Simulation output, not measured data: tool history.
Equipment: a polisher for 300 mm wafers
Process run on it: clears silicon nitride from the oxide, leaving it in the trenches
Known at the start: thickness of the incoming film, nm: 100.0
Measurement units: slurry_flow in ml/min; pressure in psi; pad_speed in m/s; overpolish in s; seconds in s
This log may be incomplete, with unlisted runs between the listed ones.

Run 1, hour 0: slurry_flow 250 ml/min, pressure 2.9 psi, pad_speed 1 m/s, overpolish 9 s. Result: seconds 110.58 s.
Run 2, hour 1.2: slurry_flow 250 ml/min, pressure 2.9 psi, pad_speed 1 m/s, overpolish 9 s. Result: seconds 108.64 s.
Run 3, hour 5.5: slurry_flow 250 ml/min, pressure 2.9 psi, pad_speed 1 m/s, overpolish 9 s. Result: seconds 107.17 s.
Run 4, hour 11.1: slurry_flow 205 ml/min, pressure 2.9 psi, pad_speed 1 m/s, overpolish 9 s. Result: seconds 110.86 s.
Run 5, hour 17.2: slurry_flow 205 ml/min, pressure 2.8 psi, pad_speed 1 m/s, overpolish 9 s. Result: seconds 116.41 s.
Run 6, hour 20.1: slurry_flow 205 ml/min, pressure 2.7 psi, pad_speed 1 m/s, overpolish 9 s. Result: seconds 116.34 s.
At hour 22: worn pad replaced by a new one.
Run 7, hour 22: slurry_flow 205 ml/min, pressure 2.6 psi, pad_speed 1 m/s, overpolish 9 s. Result: seconds 112.71 s.
Run 8, hour 27.9: slurry_flow 205 ml/min, pressure 2.6 psi, pad_speed 0.96 m/s, overpolish 9 s. Result: seconds 115.18 s.

What does the tool deliver on the next run?
Run 9, hour 33.9: slurry_flow 205 ml/min, pressure 2.5 psi, pad_speed 0.9 m/s, overpolish 9 s. Result: seconds ?.

{"run 9": {"seconds": 127.78}}
